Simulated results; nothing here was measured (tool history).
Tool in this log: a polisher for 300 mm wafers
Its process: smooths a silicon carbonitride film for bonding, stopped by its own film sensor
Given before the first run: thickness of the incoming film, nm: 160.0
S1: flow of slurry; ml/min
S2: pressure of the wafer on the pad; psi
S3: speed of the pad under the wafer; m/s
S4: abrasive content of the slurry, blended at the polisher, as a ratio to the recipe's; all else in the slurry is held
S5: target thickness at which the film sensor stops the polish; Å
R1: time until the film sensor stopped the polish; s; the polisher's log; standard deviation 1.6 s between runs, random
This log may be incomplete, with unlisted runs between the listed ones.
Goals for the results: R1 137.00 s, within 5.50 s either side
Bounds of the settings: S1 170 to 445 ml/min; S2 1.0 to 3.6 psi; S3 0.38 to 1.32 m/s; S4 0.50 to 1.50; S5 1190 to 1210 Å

Run 1, day 0.000: S1 285 ml/min, S2 2.3 psi, S3 0.84 m/s, S4 1.00, S5 1210 Å. Result: R1 183.06 s.
Run 2, day 0.088: S1 285 ml/min, S2 2.5 psi, S3 0.84 m/s, S4 1.00, S5 1210 Å. Result: R1 170.18 s.
Run 3, day 0.392: S1 285 ml/min, S2 2.5 psi, S3 0.84 m/s, S4 1.15, S5 1210 Å. Result: R1 158.76 s.
Run 4, day 0.671: S1 285 ml/min, S2 2.6 psi, S3 0.84 m/s, S4 1.15, S5 1210 Å. Result: R1 153.18 s.
Run 5, day 0.833: S1 285 ml/min, S2 2.6 psi, S3 0.84 m/s, S4 1.15, S5 1210 Å. Result: R1 153.07 s.
Run 6, day 1.079: S1 285 ml/min, S2 2.6 psi, S3 0.84 m/s, S4 0.95, S5 1210 Å. Result: R1 167.26 s.
Run 7, day 1.329: S1 285 ml/min, S2 2.8 psi, S3 0.84 m/s, S4 0.95, S5 1210 Å. Result: R1 157.56 s.
Run 8, day 1.517: S1 285 ml/min, S2 2.9 psi, S3 0.84 m/s, S4 0.95, S5 1210 Å. Result: R1 151.50 s.
Run 9, day 1.629: S1 285 ml/min, S2 3.0 psi, S3 0.84 m/s, S4 0.95, S5 1210 Å. Result: R1 146.39 s.

Next run, 5 choices. One meets every target within its allowed miss, the rest don't. Which?
Run A, day 1.742: S1 290 ml/min, S2 3.0 psi, S3 0.78 m/s, S4 1.00, S5 1200 Å. Result: R1 ?.
Run B, day 1.742: S1 285 ml/min, S2 3.0 psi, S3 0.92 m/s, S4 0.95, S5 1200 Å. Result: R1 ?.
Run C, day 1.742: S1 305 ml/min, S2 3.3 psi, S3 0.70 m/s, S4 1.00, S5 1210 Å. Result: R1 ?.
Run D, day 1.742: S1 220 ml/min, S2 3.1 psi, S3 0.76 m/s, S4 1.00, S5 1200 Å. Result: R1 ?.
Run E, day 1.742: S1 245 ml/min, S2 2.5 psi, S3 1.06 m/s, S4 0.90, S5 1200 Å. Result: R1 ?.

move      R1
   A  156.51
   B  140.63
   C  151.12
   D  160.05
   E  155.83
A: lands further from the targets than the last run did
B: all results in spec
C: lands further from the targets than the last run did
D: lands further from the targets than the last run did
E: lands further from the targets than the last run did
Answer: B
